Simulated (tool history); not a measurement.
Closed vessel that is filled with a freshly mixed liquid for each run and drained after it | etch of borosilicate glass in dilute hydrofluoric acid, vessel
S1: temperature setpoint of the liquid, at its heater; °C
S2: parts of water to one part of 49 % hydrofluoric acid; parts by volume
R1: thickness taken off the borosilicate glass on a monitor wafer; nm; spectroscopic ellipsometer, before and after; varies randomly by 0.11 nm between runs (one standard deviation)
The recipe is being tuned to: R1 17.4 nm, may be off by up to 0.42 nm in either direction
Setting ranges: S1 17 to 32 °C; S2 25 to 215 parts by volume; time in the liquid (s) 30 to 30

run 1 hour=0 | S1=24 S2=120 time_in_the_liquid_(s)=30 | R1=9.7483
run 2 hour=8.5 | S1=25.5 S2=115 time_in_the_liquid_(s)=30 | R1=10.948
run 3 hour=15.4 | S1=25.5 S2=115 time_in_the_liquid_(s)=30 | R1=11.147
run 4 hour=23.4 | S1=26.5 S2=110 time_in_the_liquid_(s)=30 | R1=12.033
run 5 hour=31.9 | S1=26.5 S2=145 time_in_the_liquid_(s)=30 | R1=8.7005
run 6 hour=38.2 | S1=27.5 S2=135 time_in_the_liquid_(s)=30 | R1=9.8027
run 7 hour=45.4 | S1=28.5 S2=125 time_in_the_liquid_(s)=30 | R1=11.191
run 8 hour=47.3 | S1=29 S2=120 time_in_the_liquid_(s)=30 | R1=11.841
run 9 hour=51.3 | S1=29 S2=120 time_in_the_liquid_(s)=30 | R1=11.936
run 10 hour=59 | S1=29.5 S2=115 time_in_the_liquid_(s)=30 | R1=12.661
run 11 hour=67.6 | S1=30 S2=110 time_in_the_liquid_(s)=30 | R1=13.578
run 12 hour=71 | S1=30.5 S2=105 time_in_the_liquid_(s)=30 | R1=14.718
run 13 hour=79.2 | S1=32 S2=90 time_in_the_liquid_(s)=30 | R1=18.574
run 14 hour=83 | S1=31.5 S2=90 time_in_the_liquid_(s)=30 | R1=18.209
run 15 hour=90 | S1=31 S2=90 time_in_the_liquid_(s)=30 | R1=17.897

Below are 4 possible settings for the next run. Only one of them brings all results inside the allowed miss of their targets. Which is it?
run A hour=97 | S1=32 S2=90 time_in_the_liquid_(s)=30 | R1=?
run B hour=97 | S1=30 S2=85 time_in_the_liquid_(s)=30 | R1=?
run C hour=97 | S1=31.5 S2=90 time_in_the_liquid_(s)=30 | R1=?
run D hour=97 | S1=32 S2=95 time_in_the_liquid_(s)=30 | R1=?

move=A R1=18.713
move=B R1=18.515
move=C R1=18.368
move=D R1=17.595
A: lands further from the targets than the last run did
B: lands further from the targets than the last run did
C: lands further from the targets than the last run did
D: each result inside its tolerance
Move D is the one to make.
